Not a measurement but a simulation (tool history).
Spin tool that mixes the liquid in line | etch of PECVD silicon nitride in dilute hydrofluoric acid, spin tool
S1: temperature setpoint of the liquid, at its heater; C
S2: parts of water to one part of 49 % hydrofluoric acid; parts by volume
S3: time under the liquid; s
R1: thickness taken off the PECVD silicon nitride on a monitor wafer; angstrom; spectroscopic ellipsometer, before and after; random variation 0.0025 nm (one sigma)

run 1 hour=0.0 | S1=25.0 S2=145 S3=40 | R1=4.7588
run 2 hour=3.8 | S1=25.0 S2=145 S3=40 | R1=4.7670
run 3 hour=11.3 | S1=25.0 S2=145 S3=40 | R1=4.7255
run 4 hour=18.3 | S1=25.0 S2=145 S3=40 | R1=4.7159
run 5 hour=25.5 | S1=24.0 S2=150 S3=40 | R1=4.2486
run 6 hour=27.9 | S1=24.0 S2=150 S3=20 | R1=2.1330
run 7 hour=33.9 | S1=24.5 S2=150 S3=20 | R1=2.2351

Run 8 comes next. What will it give?
run 8 hour=39.9 | S1=25.0 S2=150 S3=20 | R1=?

{"run 8": {"R1": 2.3164}}

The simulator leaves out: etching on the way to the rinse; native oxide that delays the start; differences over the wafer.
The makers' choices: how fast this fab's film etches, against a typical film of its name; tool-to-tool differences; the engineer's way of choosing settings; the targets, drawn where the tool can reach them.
